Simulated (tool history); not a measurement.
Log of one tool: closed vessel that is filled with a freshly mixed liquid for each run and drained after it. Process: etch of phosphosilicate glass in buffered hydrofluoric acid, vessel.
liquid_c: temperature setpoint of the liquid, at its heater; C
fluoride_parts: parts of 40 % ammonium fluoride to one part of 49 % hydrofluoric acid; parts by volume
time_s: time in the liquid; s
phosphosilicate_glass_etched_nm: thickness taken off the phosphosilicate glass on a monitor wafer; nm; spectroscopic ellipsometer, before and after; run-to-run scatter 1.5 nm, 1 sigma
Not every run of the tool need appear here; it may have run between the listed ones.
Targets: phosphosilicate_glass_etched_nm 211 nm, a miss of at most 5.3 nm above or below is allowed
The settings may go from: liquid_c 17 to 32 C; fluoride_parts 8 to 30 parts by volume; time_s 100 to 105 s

run	hour	liquid_c	fluoride_parts	time_s	phosphosilicate_glass_etched_nm
1	0	24	22.5	100	137.32
2	6.6	21	22.5	100	116.38
3	11.7	21	22.5	100	115.16
4	18	21	22.5	105	122.1
5	21.5	22.5	22.5	105	132.75
6	23.3	20	22.5	105	116.03
7	31.3	22	22.5	105	128.28
8	32.3	23.5	22.5	105	139.95
9	35.9	25	22.5	105	149.85
10	36.5	26	22.5	105	157.31
11	40.5	27	22.5	105	168.59
12	47.3	27.5	22.5	105	174.43
13	49.3	28	22.5	105	179.79
14	51.7	28.5	22.5	105	181.83
15	59.8	29	22.5	105	186.99

Which one of the following 5 next-run settings gets every result inside its allowed miss? There is exactly one.
A	67.9	30.5	27	100	?
B	67.9	27.5	17	100	?
C	67.9	32	25	100	?
D	67.9	28.5	20.5	105	?
E	67.9	29	19.5	100	?

move	phosphosilicate_glass_etched_nm
A	169.86
B	208.6
C	193.71
D	193.6
E	197.43
A: lands further from the targets than the last run did
B: each result inside its tolerance
C: moves toward the targets from the last run without getting all of them in spec
D: moves toward the targets from the last run without getting all of them in spec
E: moves toward the targets from the last run without getting all of them in spec
Answer: B

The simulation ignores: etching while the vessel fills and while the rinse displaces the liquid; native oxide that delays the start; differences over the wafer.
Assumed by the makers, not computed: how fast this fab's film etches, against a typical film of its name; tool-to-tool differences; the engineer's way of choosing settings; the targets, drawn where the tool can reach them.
